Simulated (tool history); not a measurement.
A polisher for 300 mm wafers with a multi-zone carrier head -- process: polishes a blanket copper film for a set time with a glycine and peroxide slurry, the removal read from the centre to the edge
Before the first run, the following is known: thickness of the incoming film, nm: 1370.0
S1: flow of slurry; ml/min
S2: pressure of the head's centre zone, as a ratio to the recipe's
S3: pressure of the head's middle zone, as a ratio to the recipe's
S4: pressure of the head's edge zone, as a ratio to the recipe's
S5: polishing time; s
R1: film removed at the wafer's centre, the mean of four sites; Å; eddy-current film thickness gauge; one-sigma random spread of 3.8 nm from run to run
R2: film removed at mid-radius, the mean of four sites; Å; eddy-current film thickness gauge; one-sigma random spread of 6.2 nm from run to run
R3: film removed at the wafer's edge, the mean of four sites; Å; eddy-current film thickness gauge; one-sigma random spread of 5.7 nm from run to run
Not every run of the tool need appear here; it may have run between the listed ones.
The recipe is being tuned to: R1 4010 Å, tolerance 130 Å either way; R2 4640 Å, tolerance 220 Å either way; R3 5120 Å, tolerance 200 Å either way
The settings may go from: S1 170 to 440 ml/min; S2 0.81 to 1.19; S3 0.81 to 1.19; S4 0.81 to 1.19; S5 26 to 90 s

Run 1, hour 0: S1 280 ml/min, S2 1, S3 1, S4 1, S5 58 s. Result: R1 3352.4 Å, R2 3472.2 Å, R3 3536.5 Å.
Run 2, hour 0.7: S1 280 ml/min, S2 1.05, S3 1, S4 1, S5 58 s. Result: R1 3529.6 Å, R2 3465.9 Å, R3 3450.8 Å.
Run 3, hour 8: S1 280 ml/min, S2 1.05, S3 1, S4 1.04, S5 58 s. Result: R1 3519.5 Å, R2 3515.3 Å, R3 3623.5 Å.
Run 4, hour 16.4: S1 280 ml/min, S2 1.05, S3 0.93, S4 1.04, S5 58 s. Result: R1 3538.9 Å, R2 3303.1 Å, R3 3610.5 Å.
Run 5, hour 18.5: S1 335 ml/min, S2 1.05, S3 0.93, S4 1.04, S5 58 s. Result: R1 3671.9 Å, R2 3329.1 Å, R3 3635.7 Å.
Run 6, hour 19.6: S1 335 ml/min, S2 1.05, S3 0.93, S4 1, S5 58 s. Result: R1 3627.3 Å, R2 3443.6 Å, R3 3609.3 Å.
Run 7, hour 21.9: S1 330 ml/min, S2 1, S3 0.95, S4 1.01, S5 62 s. Result: R1 3689.8 Å, R2 3640.3 Å, R3 3910.7 Å.
Run 8, hour 30.5: S1 330 ml/min, S2 0.98, S3 0.98, S4 1.03, S5 65 s. Result: R1 3827.4 Å, R2 3898.8 Å, R3 4161.8 Å.
Run 9, hour 38.8: S1 330 ml/min, S2 0.96, S3 1, S4 1.05, S5 67 s. Result: R1 3818.4 Å, R2 4182.3 Å, R3 4267.7 Å.
Run 10, hour 45.7: S1 330 ml/min, S2 0.94, S3 0.99, S4 1.07, S5 69 s. Result: R1 3943.6 Å, R2 4159.6 Å, R3 4383 Å.
Run 11, hour 51: S1 340 ml/min, S2 0.91, S3 0.99, S4 1.09, S5 71 s. Result: R1 3796.4 Å, R2 4312.8 Å, R3 4551.3 Å.
Run 12, hour 57.7: S1 345 ml/min, S2 0.9, S3 0.98, S4 1.11, S5 72 s. Result: R1 3848.7 Å, R2 4363.8 Å, R3 4769.5 Å.

Exactly one of the 5 candidate moves below puts every result within its allowed miss. Which one?
Run A, hour 64.4: S1 415 ml/min, S2 0.88, S3 1, S4 1.18, S5 75 s. Result: R1 ?, R2 ?, R3 ?.
Run B, hour 64.4: S1 350 ml/min, S2 0.97, S3 1.03, S4 1.07, S5 67 s. Result: R1 ?, R2 ?, R3 ?.
Run C, hour 64.4: S1 350 ml/min, S2 0.94, S3 0.95, S4 1.09, S5 71 s. Result: R1 ?, R2 ?, R3 ?.
Run D, hour 64.4: S1 330 ml/min, S2 0.86, S3 0.83, S4 1.11, S5 79 s. Result: R1 ?, R2 ?, R3 ?.
Run E, hour 64.4: S1 440 ml/min, S2 0.82, S3 0.81, S4 1.01, S5 80 s. Result: R1 ?, R2 ?, R3 ?.

move      R1      R2      R3
   A  4037.2  4629.6  5077.9
   B  3919.5    4166  4267.5
   C  4022.2  4166.7  4568.7
   D  4064.1  4200.2  5116.1
   E    4024  4283.8  5035.1
A: all results land within tolerance of their targets
B: further off than the last run
C: further off than the last run
D: brings the last run's worst result on target, with another outside its allowed miss
E: brings the last run's worst result on target, with another outside its allowed miss
A is the move that brings every result within its allowed miss.
